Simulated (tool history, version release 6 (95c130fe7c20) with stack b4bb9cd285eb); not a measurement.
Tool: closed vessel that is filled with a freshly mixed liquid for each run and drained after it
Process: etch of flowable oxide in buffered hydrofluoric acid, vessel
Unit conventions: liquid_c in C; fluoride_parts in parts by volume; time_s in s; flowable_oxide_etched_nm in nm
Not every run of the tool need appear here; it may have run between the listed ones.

run	hour	liquid_c	fluoride_parts	time_s	flowable_oxide_etched_nm
1	0.0	23	15.0	30	46.532
2	2.3	23	11.0	30	63.137
3	8.8	25	11.0	30	71.090
4	17.0	25	9.5	30	80.143
5	25.0	22	9.5	30	68.415
# hour 34.3: hydrofluoric acid flow meter replaced
6	34.3	24	9.5	30	80.811

The next listed run, before its measurement:
7	37.0	25	9.5	30	?

{"run 7": {"flowable_oxide_etched_nm": 85.288}}
